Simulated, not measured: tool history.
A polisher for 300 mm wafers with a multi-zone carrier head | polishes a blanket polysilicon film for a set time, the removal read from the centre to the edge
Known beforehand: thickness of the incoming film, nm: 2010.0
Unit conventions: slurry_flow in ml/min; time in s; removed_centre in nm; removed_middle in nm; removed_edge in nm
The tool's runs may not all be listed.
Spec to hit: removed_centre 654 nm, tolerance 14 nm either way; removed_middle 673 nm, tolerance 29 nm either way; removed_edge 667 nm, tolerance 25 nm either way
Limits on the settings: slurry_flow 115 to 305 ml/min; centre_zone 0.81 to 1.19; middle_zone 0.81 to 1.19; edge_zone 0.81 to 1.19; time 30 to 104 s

run	hour	slurry_flow	centre_zone	middle_zone	edge_zone	time	removed_centre	removed_middle	removed_edge
1	0	195	1	1	1	67	453.44	468.29	462.61
2	1.2	195	1	1	1	58	392.09	408.01	405.66
3	2.1	195	0.94	1	1	58	365.82	407.47	406.7
4	9	170	0.94	1	1	58	361.33	394.94	395.91
5	15.6	200	0.98	1.02	1.05	64	427.04	447.45	458.45
# hour 16.3: slurry nozzle cleaned
6	16.3	220	1	1.06	1.08	68	494.75	528.1	517.95
7	22.2	235	1.01	1.07	1.11	70	516.27	550.99	532.52
8	30.3	220	1.02	1.08	1.13	74	548.02	601.67	575.73
9	35	230	1.03	1.07	1.15	76	569.42	584.13	586.45
10	40.2	235	1.03	1.08	1.16	78	584.43	615.13	609.14
11	40.8	240	1.04	1.08	1.17	79	606.79	627.27	624.38
12	42.8	245	1.04	1.08	1.18	80	614.93	640.17	632.76
13	48.4	245	1.04	1.08	1.18	81	627.16	641.07	653.3
14	54	245	1.04	1.08	1.18	81	620.49	639.33	651.84

4 next moves are on the table. One of them brings every result within its allowed miss. Which?
A	59.6	250	1.03	1.04	1.1	86	?	?	?
B	59.6	205	0.99	0.89	1.02	91	?	?	?
C	59.6	230	0.99	1.14	1.19	81	?	?	?
D	59.6	230	1.16	0.98	1.17	79	?	?	?

move	removed_centre	removed_middle	removed_edge
A	653.47	667.08	668.81
B	648.95	607.19	673.66
C	586.42	674.08	650.21
D	670.15	577.51	630.09
A: every result within its allowed miss
B: the furthest-off result lands on target, but another misses its tolerance
C: lands further from the targets than the last run did
D: moves the result that the last run missed by most past its target, out the other side
Go with A: it meets all targets.
